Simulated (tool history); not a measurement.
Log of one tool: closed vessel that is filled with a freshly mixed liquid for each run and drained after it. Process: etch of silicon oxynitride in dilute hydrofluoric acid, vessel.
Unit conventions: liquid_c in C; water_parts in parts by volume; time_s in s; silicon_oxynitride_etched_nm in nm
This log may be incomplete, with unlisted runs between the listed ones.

run,hour,liquid_c,water_parts,time_s,silicon_oxynitride_etched_nm
1,0,20,105,870,17.558
2,1.1,20,130,870,13.871
3,6.7,18.5,130,870,13.012
4,7.9,18.5,130,660,9.9225
5,8.6,19.5,130,660,10.366
6,16.2,19.5,150,660,8.8622
7,24,19.5,150,660,8.9249
8,32.2,20.5,150,660,9.2908
9,39.1,21.5,150,660,9.7329
10,40.3,22.5,150,660,10.186
11,42.7,23,145,660,10.788
12,44.5,23,145,660,10.845
13,51.6,23.5,145,660,11.078
14,53.6,24,145,660,11.319
15,55.1,24.5,145,660,11.678
16,61.8,25,145,660,11.853
17,64.3,25.5,145,660,12.034
18,67.9,26,145,660,12.437
19,72.5,26.5,145,660,12.702
20,78.1,27.5,135,660,14.377

Run 21 has not been measured yet. What should we expect?
21,86.7,28,130,660,?

Run 21 produced silicon_oxynitride_etched_nm 15.417 nm.
